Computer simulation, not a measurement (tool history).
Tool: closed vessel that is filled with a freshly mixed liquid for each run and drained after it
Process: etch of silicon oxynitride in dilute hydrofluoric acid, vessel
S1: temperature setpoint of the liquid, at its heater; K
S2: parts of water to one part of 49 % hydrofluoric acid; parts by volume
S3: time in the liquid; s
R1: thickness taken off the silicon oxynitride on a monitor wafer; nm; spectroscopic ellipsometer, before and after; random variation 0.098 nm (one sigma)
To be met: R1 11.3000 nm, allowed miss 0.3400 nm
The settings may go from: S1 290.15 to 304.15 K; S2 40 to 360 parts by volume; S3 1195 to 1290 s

run	day	S1	S2	S3	R1
1	0.000	296.15	200	1195	7.4343
2	0.271	296.15	145	1195	10.8020
3	0.583	296.15	105	1195	15.2550
4	0.642	294.15	105	1195	13.6490
5	0.825	294.15	105	1290	15.1120
6	1.062	294.15	105	1195	13.5770
7	1.288	293.15	105	1195	13.1590
8	1.533	292.15	105	1195	12.3130
9	1.596	292.15	105	1195	12.4460
10	1.771	291.65	105	1195	12.1630
11	2.021	291.15	105	1195	12.0020
12	2.100	290.65	105	1195	11.7750

5 next moves are on the table. One of them brings every result within its allowed miss. Which?
A	2.179	291.15	115	1195	?
B	2.179	290.15	115	1195	?
C	2.179	291.15	125	1250	?
D	2.179	291.15	120	1290	?
E	2.179	290.15	115	1205	?

move	R1
A	10.8910
B	10.3640
C	10.4120
D	11.2300
E	10.4510
A: takes the result that was furthest off past its target
B: takes the result that was furthest off past its target
C: takes the result that was furthest off past its target
D: meets every target
E: takes the result that was furthest off past its target
Move D is the one to make.
